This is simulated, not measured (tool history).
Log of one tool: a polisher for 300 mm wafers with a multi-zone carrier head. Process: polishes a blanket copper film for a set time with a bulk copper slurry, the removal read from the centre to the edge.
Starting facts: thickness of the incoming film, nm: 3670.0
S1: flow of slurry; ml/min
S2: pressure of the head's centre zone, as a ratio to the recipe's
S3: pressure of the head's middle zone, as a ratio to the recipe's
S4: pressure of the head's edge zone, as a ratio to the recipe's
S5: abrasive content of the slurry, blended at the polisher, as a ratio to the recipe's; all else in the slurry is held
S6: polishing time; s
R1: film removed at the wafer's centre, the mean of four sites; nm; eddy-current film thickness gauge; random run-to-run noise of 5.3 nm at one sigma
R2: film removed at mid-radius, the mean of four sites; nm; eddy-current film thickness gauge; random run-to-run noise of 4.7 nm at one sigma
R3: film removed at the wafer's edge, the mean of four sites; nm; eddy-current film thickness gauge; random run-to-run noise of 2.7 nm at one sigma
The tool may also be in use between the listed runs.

{"run": 1, "hour": 0.0, "S1": 240, "S2": 1, "S3": 1, "S4": 1, "S5": 1, "S6": 35, "R1": 311.44, "R2": 323.64, "R3": 318.58}
{"run": 2, "hour": 3.8, "S1": 240, "S2": 1, "S3": 1.03, "S4": 1, "S5": 1, "S6": 35, "R1": 314.78, "R2": 324.63, "R3": 321.21}
{"run": 3, "hour": 5.1, "S1": 260, "S2": 1.02, "S3": 1.07, "S4": 1.01, "S5": 1.15, "S6": 36, "R1": 347.06, "R2": 355.56, "R3": 348.76}
{"run": 4, "hour": 11.2, "S1": 275, "S2": 1.04, "S3": 1.1, "S4": 1.01, "S5": 1.25, "S6": 37, "R1": 375.04, "R2": 393.64, "R3": 367.73}
{"run": 5, "hour": 16.4, "S1": 285, "S2": 1.07, "S3": 1.11, "S4": 1.04, "S5": 1.3, "S6": 37, "R1": 388.46, "R2": 399.46, "R3": 375.24}
{"run": 6, "hour": 22.7, "S1": 295, "S2": 1.09, "S3": 1.12, "S4": 1.07, "S5": 1.35, "S6": 37, "R1": 408.76, "R2": 395.86, "R3": 378.94}
{"run": 7, "hour": 26.0, "S1": 300, "S2": 1.09, "S3": 1.13, "S4": 1.08, "S5": 1.4, "S6": 37, "R1": 407.7, "R2": 407.33, "R3": 393.6}
{"run": 8, "hour": 33.9, "S1": 305, "S2": 1.1, "S3": 1.14, "S4": 1.09, "S5": 1.45, "S6": 37, "R1": 422.14, "R2": 424.18, "R3": 395.53}
{"run": 9, "hour": 39.5, "S1": 310, "S2": 1.1, "S3": 1.14, "S4": 1.1, "S5": 1.45, "S6": 37, "R1": 417.81, "R2": 412.72, "R3": 397.95}
{"run": 10, "hour": 47.8, "S1": 315, "S2": 1.11, "S3": 1.15, "S4": 1.11, "S5": 1.45, "S6": 37, "R1": 425.57, "R2": 431.28, "R3": 403}
{"run": 11, "hour": 55.9, "S1": 320, "S2": 1.12, "S3": 1.15, "S4": 1.12, "S5": 1.45, "S6": 37, "R1": 426.59, "R2": 427.75, "R3": 399.24}

Expected results for the next run?
{"run": 12, "hour": 63.5, "S1": 320, "S2": 1.12, "S3": 1.15, "S4": 1.13, "S5": 1.45, "S6": 37, "R1": "?", "R2": "?", "R3": "?"}

Run 12 measured R1 424.85 nm, R2 427.59 nm, R3 401.07 nm.
